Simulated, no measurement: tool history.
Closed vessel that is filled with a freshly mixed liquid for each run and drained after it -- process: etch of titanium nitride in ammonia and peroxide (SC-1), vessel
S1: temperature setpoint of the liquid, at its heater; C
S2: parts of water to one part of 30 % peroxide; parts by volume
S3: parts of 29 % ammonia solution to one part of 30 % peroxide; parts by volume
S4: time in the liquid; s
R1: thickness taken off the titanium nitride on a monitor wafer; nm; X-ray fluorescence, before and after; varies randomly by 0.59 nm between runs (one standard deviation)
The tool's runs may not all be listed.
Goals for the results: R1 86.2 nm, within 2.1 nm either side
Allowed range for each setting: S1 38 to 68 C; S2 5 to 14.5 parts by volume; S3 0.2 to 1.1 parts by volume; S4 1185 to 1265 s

| run | day | S1 | S2 | S3 | S4 | R1 |
|---|---|---|---|---|---|---|
| 1 | 0 | 52 | 8 | 0.6 | 1185 | 101.68 |
| 2 | 0.375 | 47 | 8 | 0.6 | 1185 | 71.721 |
| 3 | 0.45 | 47 | 9.5 | 0.6 | 1185 | 65.208 |
| 4 | 0.604 | 47 | 9.5 | 0.5 | 1185 | 63.227 |
| 5 | 0.929 | 47 | 9.5 | 0.7 | 1185 | 67.044 |
| 6 | 1.183 | 40.5 | 9.5 | 0.7 | 1185 | 42.209 |
| 7 | 1.279 | 43 | 9.5 | 0.7 | 1185 | 50.003 |
| 8 | 1.358 | 45 | 9.5 | 0.7 | 1185 | 57.878 |
| 9 | 1.475 | 46.5 | 9.5 | 0.7 | 1185 | 64.529 |
| 10 | 1.558 | 46.5 | 9.5 | 0.7 | 1185 | 63.77 |
| 11 | 1.875 | 47.5 | 9.5 | 0.7 | 1185 | 70.288 |
| 12 | 1.958 | 48 | 9.5 | 0.7 | 1185 | 71.418 |
| 13 | 2.071 | 48.5 | 9.5 | 0.7 | 1185 | 74.282 |
| 14 | 2.179 | 49 | 9.5 | 0.7 | 1185 | 77.019 |
| 15 | 2.229 | 49.5 | 9.5 | 0.7 | 1185 | 80.005 |
| 16 | 2.258 | 50 | 9.5 | 0.7 | 1185 | 82.375 |

Below are 4 possible settings for the next run. Only one of them brings all results inside the allowed miss of their targets. Which is it?
| A | 2.288 | 48.5 | 9 | 0.7 | 1265 | ? |
| B | 2.288 | 48.5 | 9 | 0.65 | 1240 | ? |
| C | 2.288 | 49.5 | 10 | 0.75 | 1185 | ? |
| D | 2.288 | 48 | 7 | 0.9 | 1185 | ? |

| move | R1 |
|---|---|
| A | 82.602 |
| B | 80.021 |
| C | 79.562 |
| D | 87.577 |
A: an improvement on the last run, though not all results are within tolerance
B: further off than the last run
C: further off than the last run
D: all results land within tolerance of their targets
Move D is the one to make.

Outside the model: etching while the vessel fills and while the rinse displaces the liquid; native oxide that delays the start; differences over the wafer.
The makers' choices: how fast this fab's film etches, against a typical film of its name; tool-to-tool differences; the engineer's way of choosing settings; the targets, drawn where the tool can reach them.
